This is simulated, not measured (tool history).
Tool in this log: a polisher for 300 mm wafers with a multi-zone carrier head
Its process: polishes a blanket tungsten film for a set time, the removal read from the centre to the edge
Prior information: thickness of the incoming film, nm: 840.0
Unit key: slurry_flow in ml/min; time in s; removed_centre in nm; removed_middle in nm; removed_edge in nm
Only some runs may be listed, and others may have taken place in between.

run 1 day=0.000 | slurry_flow=150 centre_zone=1.00 middle_zone=1.00 edge_zone=1.00 slurry_solids=1.00 time=81 | removed_centre=317.37 removed_middle=318.51 removed_edge=322.82
run 2 day=0.321 | slurry_flow=150 centre_zone=1.00 middle_zone=1.00 edge_zone=0.93 slurry_solids=1.00 time=81 | removed_centre=316.23 removed_middle=316.07 removed_edge=306.51
run 3 day=0.617 | slurry_flow=150 centre_zone=1.00 middle_zone=0.94 edge_zone=0.93 slurry_solids=1.00 time=81 | removed_centre=320.52 removed_middle=296.71 removed_edge=312.28
run 4 day=0.754 | slurry_flow=150 centre_zone=1.00 middle_zone=0.94 edge_zone=0.87 slurry_solids=1.00 time=81 | removed_centre=323.16 removed_middle=296.62 removed_edge=297.50
run 5 day=0.992 | slurry_flow=150 centre_zone=0.95 middle_zone=0.94 edge_zone=0.87 slurry_solids=1.00 time=81 | removed_centre=303.18 removed_middle=307.11 removed_edge=300.38
run 6 day=1.058 | slurry_flow=145 centre_zone=0.97 middle_zone=0.94 edge_zone=0.86 slurry_solids=0.90 time=75 | removed_centre=273.42 removed_middle=262.05 removed_edge=265.73
run 7 day=1.142 | slurry_flow=140 centre_zone=0.99 middle_zone=0.97 edge_zone=0.85 slurry_solids=0.80 time=71 | removed_centre=256.28 removed_middle=238.09 removed_edge=242.53
run 8 day=1.188 | slurry_flow=135 centre_zone=1.00 middle_zone=1.00 edge_zone=0.84 slurry_solids=0.75 time=68 | removed_centre=237.70 removed_middle=231.35 removed_edge=223.05
run 9 day=1.412 | slurry_flow=130 centre_zone=1.02 middle_zone=1.01 edge_zone=0.83 slurry_solids=0.70 time=66 | removed_centre=229.45 removed_middle=217.37 removed_edge=208.43
run 10 day=1.754 | slurry_flow=125 centre_zone=1.03 middle_zone=1.01 edge_zone=0.83 slurry_solids=0.65 time=65 | removed_centre=218.86 removed_middle=211.79 removed_edge=199.05
run 11 day=1.954 | slurry_flow=120 centre_zone=1.04 middle_zone=1.00 edge_zone=0.83 slurry_solids=0.60 time=65 | removed_centre=211.59 removed_middle=207.37 removed_edge=192.23

Run 12 has not been measured yet. What should we expect?
run 12 day=2.167 | slurry_flow=115 centre_zone=1.05 middle_zone=0.97 edge_zone=0.83 slurry_solids=0.60 time=65 | removed_centre=? removed_middle=? removed_edge=?

For run 12 the tool returned removed_centre 213.19 nm, removed_middle 193.05 nm, removed_edge 190.60 nm.
